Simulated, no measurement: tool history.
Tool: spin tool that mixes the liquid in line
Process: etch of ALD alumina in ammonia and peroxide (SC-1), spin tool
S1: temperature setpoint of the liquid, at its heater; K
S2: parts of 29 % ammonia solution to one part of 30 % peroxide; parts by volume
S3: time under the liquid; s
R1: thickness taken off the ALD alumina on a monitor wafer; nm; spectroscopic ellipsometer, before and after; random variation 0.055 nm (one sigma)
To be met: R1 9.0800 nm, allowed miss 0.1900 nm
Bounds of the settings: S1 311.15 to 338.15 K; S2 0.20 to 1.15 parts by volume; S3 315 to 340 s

run	day	S1	S2	S3	R1
1	0.000	322.15	0.65	315	14.8480
2	0.067	315.15	0.65	315	9.8852
3	0.338	314.15	0.65	315	9.4282
4	0.392	314.15	0.65	340	10.1460
5	0.658	314.15	0.85	340	10.5190
6	0.688	317.15	0.85	340	12.4020
7	0.771	316.15	0.85	340	11.6540
8	1.033	315.65	0.85	340	11.3810
9	1.292	315.15	0.85	340	11.2180
10	1.442	314.65	0.85	340	10.8330
11	1.488	314.15	0.85	340	10.4400
12	1.692	313.65	0.85	340	10.1170
13	1.796	313.15	0.85	340	9.8837

Which of these 5 next moves meets every target?
A	1.900	314.15	0.75	340	?
B	1.900	313.15	0.80	315	?
C	1.900	316.15	0.80	330	?
D	1.900	316.15	0.90	325	?
E	1.900	315.65	0.90	315	?

move	R1
A	10.2960
B	9.0502
C	11.2950
D	11.2490
E	10.5920
A: further off than the last run
B: meets every target
C: further off than the last run
D: further off than the last run
E: further off than the last run
Answer: B
